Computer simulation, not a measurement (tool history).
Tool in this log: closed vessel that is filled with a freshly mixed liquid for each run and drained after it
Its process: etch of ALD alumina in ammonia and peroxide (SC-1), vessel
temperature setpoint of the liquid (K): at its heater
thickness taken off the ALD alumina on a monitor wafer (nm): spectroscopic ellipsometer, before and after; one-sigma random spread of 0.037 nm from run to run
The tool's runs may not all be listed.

| run | hour | temperature setpoint of the liquid (K) | parts of 29 % ammonia solution to one part of 30 % peroxide (parts by volume) | time in the liquid (s) | thickness taken off the ALD alumina on a monitor wafer (nm) |
|---|---|---|---|---|---|
| 1 | 0.0 | 323.15 | 0.4 | 210 | 9.3034 |
| 2 | 6.5 | 321.15 | 0.4 | 210 | 8.3653 |
| 3 | 15.2 | 319.65 | 0.4 | 210 | 7.6582 |
| 4 | 17.8 | 319.65 | 0.5 | 210 | 7.8259 |
| 5 | 18.6 | 319.65 | 0.5 | 110 | 4.1188 |
| 6 | 21.4 | 316.65 | 0.5 | 110 | 3.4608 |
| 7 | 23.1 | 316.65 | 0.5 | 110 | 3.4795 |
| 8 | 26.6 | 318.65 | 0.5 | 110 | 3.8969 |
| 9 | 35.1 | 318.65 | 0.5 | 110 | 3.8942 |
| 10 | 41.0 | 320.65 | 0.5 | 110 | 4.2975 |

Forecast run 11:
| 11 | 45.5 | 323.15 | 0.5 | 110 | ? |

thickness taken off the ALD alumina on a monitor wafer (nm): 5.0138
